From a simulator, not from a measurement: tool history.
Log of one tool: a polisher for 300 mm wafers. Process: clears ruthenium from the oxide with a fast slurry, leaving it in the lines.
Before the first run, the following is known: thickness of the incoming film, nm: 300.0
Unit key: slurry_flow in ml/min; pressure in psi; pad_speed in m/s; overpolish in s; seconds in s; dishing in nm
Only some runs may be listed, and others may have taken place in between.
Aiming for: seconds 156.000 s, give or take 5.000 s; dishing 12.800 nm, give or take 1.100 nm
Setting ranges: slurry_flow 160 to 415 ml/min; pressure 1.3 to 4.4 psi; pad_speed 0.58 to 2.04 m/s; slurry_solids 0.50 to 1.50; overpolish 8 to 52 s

run 1 hour=0.0 | slurry_flow=265 pressure=2.8 pad_speed=1.30 slurry_solids=1.00 overpolish=26 | seconds=67.225 dishing=56.498
run 2 hour=5.4 | slurry_flow=265 pressure=3.4 pad_speed=1.30 slurry_solids=1.00 overpolish=26 | seconds=56.497 dishing=62.939
run 3 hour=11.0 | slurry_flow=265 pressure=3.0 pad_speed=1.20 slurry_solids=1.00 overpolish=23 | seconds=69.113 dishing=54.720
run 4 hour=17.8 | slurry_flow=245 pressure=2.7 pad_speed=1.20 slurry_solids=0.90 overpolish=20 | seconds=79.522 dishing=44.497
run 5 hour=23.1 | slurry_flow=245 pressure=2.1 pad_speed=1.20 slurry_solids=0.90 overpolish=20 | seconds=98.257 dishing=37.568
run 6 hour=25.1 | slurry_flow=245 pressure=2.1 pad_speed=1.46 slurry_solids=0.90 overpolish=20 | seconds=81.541 dishing=43.522
run 7 hour=26.0 | slurry_flow=230 pressure=2.0 pad_speed=1.38 slurry_solids=0.85 overpolish=18 | seconds=90.486 dishing=39.667
run 8 hour=29.6 | slurry_flow=160 pressure=1.7 pad_speed=1.02 slurry_solids=0.60 overpolish=8 | seconds=166.130 dishing=12.210

Of the 5 settings listed for the next run, only one would bring every result within its allowed miss of target. Which one?
run A hour=33.2 | slurry_flow=165 pressure=1.8 pad_speed=0.94 slurry_solids=0.65 overpolish=8 | seconds=? dishing=?
run B hour=33.2 | slurry_flow=160 pressure=1.8 pad_speed=1.00 slurry_solids=0.50 overpolish=8 | seconds=? dishing=?
run C hour=33.2 | slurry_flow=160 pressure=1.8 pad_speed=0.98 slurry_solids=0.55 overpolish=8 | seconds=? dishing=?
run D hour=33.2 | slurry_flow=185 pressure=1.4 pad_speed=1.14 slurry_solids=0.75 overpolish=8 | seconds=? dishing=?
run E hour=33.2 | slurry_flow=160 pressure=1.5 pad_speed=1.16 slurry_solids=0.55 overpolish=9 | seconds=? dishing=?

move=A seconds=167.710 dishing=12.271
move=B seconds=177.530 dishing=11.647
move=C seconds=173.830 dishing=11.875
move=D seconds=157.950 dishing=12.962
move=E seconds=171.380 dishing=13.395
A: the biggest miss grows against the last run
B: the biggest miss grows against the last run
C: the biggest miss grows against the last run
D: every result within its allowed miss
E: the biggest miss grows against the last run
The right move is D.
